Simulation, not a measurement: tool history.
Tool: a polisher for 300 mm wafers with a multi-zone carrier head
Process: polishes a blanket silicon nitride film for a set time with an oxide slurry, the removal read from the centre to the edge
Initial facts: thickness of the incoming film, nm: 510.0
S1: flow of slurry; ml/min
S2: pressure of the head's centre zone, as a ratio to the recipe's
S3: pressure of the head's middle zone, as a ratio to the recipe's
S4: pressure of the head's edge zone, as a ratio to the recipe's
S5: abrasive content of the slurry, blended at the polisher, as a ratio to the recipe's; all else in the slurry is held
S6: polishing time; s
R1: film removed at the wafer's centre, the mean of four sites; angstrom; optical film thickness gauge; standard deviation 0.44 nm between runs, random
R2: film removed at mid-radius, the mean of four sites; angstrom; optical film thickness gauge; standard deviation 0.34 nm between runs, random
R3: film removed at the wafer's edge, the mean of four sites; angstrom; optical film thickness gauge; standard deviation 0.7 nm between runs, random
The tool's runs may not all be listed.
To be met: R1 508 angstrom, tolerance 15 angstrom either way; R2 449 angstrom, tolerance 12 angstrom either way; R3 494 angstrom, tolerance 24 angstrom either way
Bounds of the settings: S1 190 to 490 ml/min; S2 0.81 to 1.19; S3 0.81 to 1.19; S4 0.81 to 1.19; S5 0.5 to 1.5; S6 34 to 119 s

| run | day | S1 | S2 | S3 | S4 | S5 | S6 | R1 | R2 | R3 |
|---|---|---|---|---|---|---|---|---|---|---|
| 1 | 0 | 315 | 1 | 1 | 1 | 1 | 76 | 318.25 | 311.45 | 322.56 |
| 2 | 0.058 | 315 | 1.01 | 1 | 1.02 | 1.05 | 77 | 327.39 | 319.12 | 337.9 |
| 3 | 0.088 | 320 | 1.03 | 1.01 | 1.03 | 1.1 | 78 | 347.32 | 337.55 | 349.04 |
| 4 | 0.358 | 320 | 1.11 | 1.01 | 1.03 | 1.1 | 78 | 371.27 | 334.62 | 341.17 |
| 5 | 0.633 | 320 | 1.11 | 1.01 | 1.04 | 1.15 | 79 | 384.09 | 349.24 | 356.38 |
| 6 | 0.988 | 320 | 1.11 | 1.01 | 1.04 | 1 | 79 | 360.71 | 324.87 | 333.69 |
| 7 | 1.167 | 330 | 1.15 | 1 | 1.14 | 1.25 | 87 | 460.97 | 398.89 | 424.7 |
| 8 | 1.35 | 330 | 1.15 | 1 | 1.15 | 1.3 | 87 | 468.88 | 408.9 | 444 |
| 9 | 1.617 | 340 | 1.15 | 1.01 | 1.17 | 1.4 | 87 | 493.98 | 415.3 | 468.93 |
| 10 | 1.762 | 345 | 1.13 | 1.09 | 1.19 | 1.5 | 88 | 496.72 | 468.57 | 497.71 |

Of the 4 settings listed for the next run, only one would bring every result within its allowed miss of target. Which one?
| A | 1.908 | 335 | 1.05 | 0.87 | 1.19 | 1.5 | 97 | ? | ? | ? |
| B | 1.908 | 385 | 1.15 | 1.12 | 1.19 | 1.2 | 96 | ? | ? | ? |
| C | 1.908 | 375 | 1.14 | 1.02 | 1.19 | 1.5 | 88 | ? | ? | ? |
| D | 1.908 | 325 | 1.14 | 0.85 | 1.19 | 1.5 | 97 | ? | ? | ? |

| move | R1 | R2 | R3 |
|---|---|---|---|
| A | 498.39 | 424.63 | 536.44 |
| B | 503.65 | 476.01 | 489.51 |
| C | 498.79 | 441.66 | 490.49 |
| D | 539.12 | 415.4 | 535.09 |
A: the result that was furthest off in the last run now lies on the other side of its target
B: its largest miss is bigger than the last run's
C: meets every target
D: the result that was furthest off in the last run now lies on the other side of its target
C is the move that brings every result within its allowed miss.

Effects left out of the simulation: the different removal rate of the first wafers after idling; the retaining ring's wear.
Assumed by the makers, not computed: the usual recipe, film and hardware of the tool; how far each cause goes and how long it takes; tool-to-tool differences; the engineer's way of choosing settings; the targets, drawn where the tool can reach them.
